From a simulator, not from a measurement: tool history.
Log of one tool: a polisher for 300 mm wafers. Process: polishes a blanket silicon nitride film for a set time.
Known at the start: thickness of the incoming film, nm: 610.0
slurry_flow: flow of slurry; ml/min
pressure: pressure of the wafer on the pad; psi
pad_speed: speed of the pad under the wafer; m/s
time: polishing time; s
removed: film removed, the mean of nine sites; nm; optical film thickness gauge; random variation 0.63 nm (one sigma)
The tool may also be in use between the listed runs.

| run | hour | slurry_flow | pressure | pad_speed | time | removed |
|---|---|---|---|---|---|---|
| 1 | 0 | 250 | 3.2 | 0.96 | 26 | 33.838 |
| 2 | 5 | 250 | 3.3 | 0.96 | 26 | 34.13 |
| 3 | 10.7 | 250 | 3.3 | 0.96 | 26 | 35.042 |
| 4 | 16.3 | 250 | 3.4 | 0.96 | 26 | 35.201 |
| 5 | 24.7 | 250 | 2.8 | 0.96 | 26 | 29.991 |
| 6 | 28.1 | 250 | 3 | 0.96 | 26 | 31.765 |

Forecast run 7:
| 7 | 33.5 | 250 | 3.2 | 0.96 | 26 | ? |

{"run 7": {"removed": 33.554}}
